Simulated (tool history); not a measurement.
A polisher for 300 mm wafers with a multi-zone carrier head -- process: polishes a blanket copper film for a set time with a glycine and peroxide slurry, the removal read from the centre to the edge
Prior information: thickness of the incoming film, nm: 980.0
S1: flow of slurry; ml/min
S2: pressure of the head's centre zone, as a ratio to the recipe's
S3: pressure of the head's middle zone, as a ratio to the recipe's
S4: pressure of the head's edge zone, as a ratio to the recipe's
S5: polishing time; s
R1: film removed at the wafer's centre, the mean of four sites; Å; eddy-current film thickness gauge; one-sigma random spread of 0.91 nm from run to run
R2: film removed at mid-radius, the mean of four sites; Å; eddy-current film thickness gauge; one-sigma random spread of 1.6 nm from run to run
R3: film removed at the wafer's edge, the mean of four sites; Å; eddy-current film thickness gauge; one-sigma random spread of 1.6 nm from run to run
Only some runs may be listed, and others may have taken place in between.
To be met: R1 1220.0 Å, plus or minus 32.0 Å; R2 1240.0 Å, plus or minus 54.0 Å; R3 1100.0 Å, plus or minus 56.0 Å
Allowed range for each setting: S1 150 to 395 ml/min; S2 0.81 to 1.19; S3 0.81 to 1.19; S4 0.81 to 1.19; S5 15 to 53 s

{"run": 1, "hour": 0.0, "S1": 250, "S2": 1.0, "S3": 1.0, "S4": 1.0, "S5": 34, "R1": 1751.7, "R2": 1815.8, "R3": 1774.2}
{"run": 2, "hour": 2.8, "S1": 250, "S2": 1.04, "S3": 1.0, "S4": 1.0, "S5": 34, "R1": 1824.9, "R2": 1797.1, "R3": 1788.1}
{"run": 3, "hour": 9.3, "S1": 260, "S2": 1.03, "S3": 1.0, "S4": 0.95, "S5": 30, "R1": 1605.7, "R2": 1612.2, "R3": 1522.9}
{"run": 4, "hour": 16.2, "S1": 260, "S2": 1.03, "S3": 1.0, "S4": 0.95, "S5": 26, "R1": 1373.6, "R2": 1381.8, "R3": 1321.2}
{"run": 5, "hour": 22.1, "S1": 260, "S2": 1.03, "S3": 0.93, "S4": 0.95, "S5": 26, "R1": 1387.2, "R2": 1323.7, "R3": 1331.0}
{"run": 6, "hour": 30.3, "S1": 255, "S2": 1.02, "S3": 0.94, "S4": 0.91, "S5": 25, "R1": 1328.9, "R2": 1258.4, "R3": 1221.7}
{"run": 7, "hour": 34.7, "S1": 240, "S2": 1.0, "S3": 0.96, "S4": 0.89, "S5": 25, "R1": 1285.8, "R2": 1280.9, "R3": 1252.8}
{"run": 8, "hour": 39.7, "S1": 260, "S2": 1.0, "S3": 0.97, "S4": 0.87, "S5": 24, "R1": 1241.2, "R2": 1244.2, "R3": 1202.9}

Below are 5 possible settings for the next run. Only one of them brings all results inside the allowed miss of their targets. Which is it?
{"run": "A", "hour": 44.7, "S1": 265, "S2": 1.02, "S3": 1.01, "S4": 0.85, "S5": 23, "R1": "?", "R2": "?", "R3": "?"}
{"run": "B", "hour": 44.7, "S1": 260, "S2": 1.0, "S3": 1.01, "S4": 0.87, "S5": 22, "R1": "?", "R2": "?", "R3": "?"}
{"run": "C", "hour": 44.7, "S1": 305, "S2": 0.92, "S3": 0.86, "S4": 0.97, "S5": 26, "R1": "?", "R2": "?", "R3": "?"}
{"run": "D", "hour": 44.7, "S1": 310, "S2": 1.13, "S3": 1.04, "S4": 0.86, "S5": 22, "R1": "?", "R2": "?", "R3": "?"}
{"run": "E", "hour": 44.7, "S1": 280, "S2": 0.87, "S3": 0.81, "S4": 0.97, "S5": 26, "R1": "?", "R2": "?", "R3": "?"}

move=A R1=1213.1 R2=1234.3 R3=1113.7
move=B R1=1139.6 R2=1178.0 R3=1074.6
move=C R1=1286.7 R2=1256.6 R3=1356.1
move=D R1=1282.6 R2=1227.6 R3=1084.4
move=E R1=1220.5 R2=1192.4 R3=1347.6
A: every result lands within tolerance
B: meets the target for the result that was furthest off, but another lies outside its allowed miss
C: misses by more than the last run did
D: meets the target for the result that was furthest off, but another lies outside its allowed miss
E: misses by more than the last run did
The right move is A.
